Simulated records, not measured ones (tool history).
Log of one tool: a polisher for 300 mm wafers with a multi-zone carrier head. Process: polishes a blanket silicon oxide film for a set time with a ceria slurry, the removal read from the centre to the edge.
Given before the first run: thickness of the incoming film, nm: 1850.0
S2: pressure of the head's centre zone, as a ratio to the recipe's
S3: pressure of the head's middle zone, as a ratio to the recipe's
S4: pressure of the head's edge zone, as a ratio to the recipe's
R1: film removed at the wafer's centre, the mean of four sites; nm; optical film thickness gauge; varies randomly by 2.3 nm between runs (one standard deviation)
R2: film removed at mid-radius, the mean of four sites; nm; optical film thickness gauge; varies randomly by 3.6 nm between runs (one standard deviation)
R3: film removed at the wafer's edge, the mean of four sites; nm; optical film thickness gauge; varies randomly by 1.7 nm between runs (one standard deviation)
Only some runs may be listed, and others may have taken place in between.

{"run": 1, "hour": 0.0, "flow of slurry (ml/min)": 160, "S2": 1, "S3": 1, "S4": 1, "polishing time (s)": 70, "R1": 166.63, "R2": 170.12, "R3": 169.18}
{"run": 2, "hour": 7.3, "flow of slurry (ml/min)": 170, "S2": 1, "S3": 1.03, "S4": 1.02, "polishing time (s)": 73, "R1": 175.88, "R2": 183.07, "R3": 177.12}
{"run": 3, "hour": 14.1, "flow of slurry (ml/min)": 170, "S2": 1, "S3": 1.03, "S4": 0.98, "polishing time (s)": 73, "R1": 180.65, "R2": 182.6, "R3": 174.69}
{"run": 4, "hour": 22.0, "flow of slurry (ml/min)": 170, "S2": 1, "S3": 1.07, "S4": 0.98, "polishing time (s)": 73, "R1": 177.38, "R2": 190.4, "R3": 175.05}
{"hour": 24.5, "done": "slurry nozzle cleaned"}
{"run": 5, "hour": 24.5, "flow of slurry (ml/min)": 170, "S2": 0.96, "S3": 1.07, "S4": 0.98, "polishing time (s)": 73, "R1": 180.72, "R2": 196.88, "R3": 181.43}
{"run": 6, "hour": 25.4, "flow of slurry (ml/min)": 170, "S2": 0.96, "S3": 1.16, "S4": 0.98, "polishing time (s)": 73, "R1": 177.53, "R2": 208.78, "R3": 179.13}

What does the tool deliver on the next run?
{"run": 7, "hour": 30.4, "flow of slurry (ml/min)": 180, "S2": 0.96, "S3": 1.16, "S4": 0.99, "polishing time (s)": 75, "R1": "?", "R2": "?", "R3": "?"}

Run 7 gave R1 184.34 nm, R2 219.74 nm, R3 188.36 nm.

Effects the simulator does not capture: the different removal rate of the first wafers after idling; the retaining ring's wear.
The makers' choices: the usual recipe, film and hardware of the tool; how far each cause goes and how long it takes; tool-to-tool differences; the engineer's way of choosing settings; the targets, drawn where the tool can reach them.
